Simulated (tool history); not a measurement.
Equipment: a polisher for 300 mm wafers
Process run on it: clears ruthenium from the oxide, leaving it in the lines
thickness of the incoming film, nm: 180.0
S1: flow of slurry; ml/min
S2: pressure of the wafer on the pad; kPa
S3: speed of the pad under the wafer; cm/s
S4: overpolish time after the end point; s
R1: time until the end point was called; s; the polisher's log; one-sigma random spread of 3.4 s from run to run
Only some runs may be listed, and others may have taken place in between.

run,hour,S1,S2,S3,S4,R1
1,0.0,160,18.6,108,30,106.25
2,7.6,160,15.9,104,30,127.55
3,13.7,130,15.9,104,30,137.74
4,19.5,130,20.0,104,30,105.63
5,22.0,130,20.0,104,30,109.33
6,24.5,125,16.5,102,30,130.54
7,27.2,125,16.5,102,30,138.12
8,34.9,120,15.2,100,30,152.95

Expected results for the next run?
9,35.7,115,13.8,100,30,?

R1: 169.24 s
